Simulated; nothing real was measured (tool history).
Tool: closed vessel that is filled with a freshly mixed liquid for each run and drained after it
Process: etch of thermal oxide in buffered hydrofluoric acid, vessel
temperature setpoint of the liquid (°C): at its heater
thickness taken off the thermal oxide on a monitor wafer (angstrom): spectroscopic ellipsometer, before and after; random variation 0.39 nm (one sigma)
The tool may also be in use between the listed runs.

run,hour,temperature setpoint of the liquid (°C),parts of 40 % ammonium fluoride to one part of 49 % hydrofluoric acid (parts by volume),time in the liquid (s),thickness taken off the thermal oxide on a monitor wafer (angstrom)
1,0,21,7.5,95,1163.6
2,7.5,23.5,7.5,95,1337.1
3,11.3,23.5,7.5,105,1487.5
4,14.1,23,7.5,105,1441.3
5,23.1,23,7.5,105,1440.1
6,26.7,23,7.5,105,1443.8

Forecast run 7:
7,33.7,22.5,7.5,105,?

thickness taken off the thermal oxide on a monitor wafer (angstrom): 1405.4
